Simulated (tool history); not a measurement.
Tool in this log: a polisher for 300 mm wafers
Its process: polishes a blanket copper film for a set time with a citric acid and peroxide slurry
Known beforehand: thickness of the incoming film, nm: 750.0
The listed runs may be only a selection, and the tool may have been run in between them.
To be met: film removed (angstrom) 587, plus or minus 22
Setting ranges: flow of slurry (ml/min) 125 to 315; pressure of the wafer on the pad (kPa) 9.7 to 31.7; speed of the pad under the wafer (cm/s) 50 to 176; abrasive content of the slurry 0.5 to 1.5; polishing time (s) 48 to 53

run,hour,flow of slurry (ml/min),pressure of the wafer on the pad (kPa),speed of the pad under the wafer (cm/s),abrasive content of the slurry,polishing time (s),film removed (angstrom)
1,0,205,20.7,112,1,53,1338
2,8.4,205,17.2,102,1,53,1073.6
3,10.9,205,17.2,102,1,48,982.51
4,19.2,205,13.8,102,1,48,805.51
5,25.7,175,13.8,102,1,48,793.61
6,34.5,170,12.4,100,1,48,724.49
7,35.1,170,11.7,98,1,48,666.1
8,38.6,170,9.7,96,1,48,564.69

Below are 4 possible settings for the next run. Only one of them brings all results inside the allowed miss of their targets. Which is it?
A,42.1,190,9.7,90,0.9,49,?
B,42.1,175,10.3,82,0.95,52,?
C,42.1,150,9.7,98,0.85,48,?
D,42.1,160,9.7,104,0.85,49,?

move,film removed (angstrom)
A,532.79
B,547.12
C,533.31
D,583.16
A: its largest miss is bigger than the last run's
B: its largest miss is bigger than the last run's
C: its largest miss is bigger than the last run's
D: every result within its allowed miss
D is the move that brings every result within its allowed miss.
